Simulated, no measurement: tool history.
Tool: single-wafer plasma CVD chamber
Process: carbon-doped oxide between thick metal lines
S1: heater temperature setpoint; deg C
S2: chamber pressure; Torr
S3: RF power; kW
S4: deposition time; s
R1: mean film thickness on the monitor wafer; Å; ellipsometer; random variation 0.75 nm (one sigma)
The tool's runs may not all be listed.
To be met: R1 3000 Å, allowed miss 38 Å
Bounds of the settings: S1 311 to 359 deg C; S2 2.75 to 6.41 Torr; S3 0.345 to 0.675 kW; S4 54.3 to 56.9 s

{"run": 1, "hour": 0.0, "S1": 335, "S2": 4.58, "S3": 0.51, "S4": 56.9, "R1": 2724.1}
{"run": 2, "hour": 1.5, "S1": 330, "S2": 4.86, "S3": 0.515, "S4": 56.9, "R1": 2806.6}
{"run": 3, "hour": 7.1, "S1": 326, "S2": 5.04, "S3": 0.515, "S4": 56.9, "R1": 2862}
{"run": 4, "hour": 14.8, "S1": 326, "S2": 4.74, "S3": 0.515, "S4": 56.9, "R1": 2833.5}
{"run": 5, "hour": 21.0, "S1": 326, "S2": 4.74, "S3": 0.46, "S4": 56.9, "R1": 2661.8}
{"run": 6, "hour": 22.7, "S1": 323, "S2": 5.12, "S3": 0.47, "S4": 56.9, "R1": 2758}
{"run": 7, "hour": 28.4, "S1": 320, "S2": 5.43, "S3": 0.475, "S4": 56.9, "R1": 2834.2}
{"run": 8, "hour": 31.8, "S1": 318, "S2": 5.62, "S3": 0.48, "S4": 56.9, "R1": 2870.1}
{"run": 9, "hour": 35.5, "S1": 316, "S2": 5.78, "S3": 0.485, "S4": 56.9, "R1": 2938}

Which of these 5 next moves meets every target?
{"run": "A", "hour": 39.2, "S1": 311, "S2": 5.95, "S3": 0.49, "S4": 56.9, "R1": "?"}
{"run": "B", "hour": 39.2, "S1": 320, "S2": 5.58, "S3": 0.525, "S4": 55.1, "R1": "?"}
{"run": "C", "hour": 39.2, "S1": 315, "S2": 5.97, "S3": 0.495, "S4": 55.7, "R1": "?"}
{"run": "D", "hour": 39.2, "S1": 315, "S2": 5.68, "S3": 0.48, "S4": 55.7, "R1": "?"}
{"run": "E", "hour": 39.2, "S1": 315, "S2": 5.75, "S3": 0.48, "S4": 55.3, "R1": "?"}

move=A R1=3004.5
move=B R1=2900.6
move=C R1=2916
move=D R1=2846.5
move=E R1=2830.9
A: meets every target
B: further off than the last run
C: further off than the last run
D: further off than the last run
E: further off than the last run
Move A is the one to make.
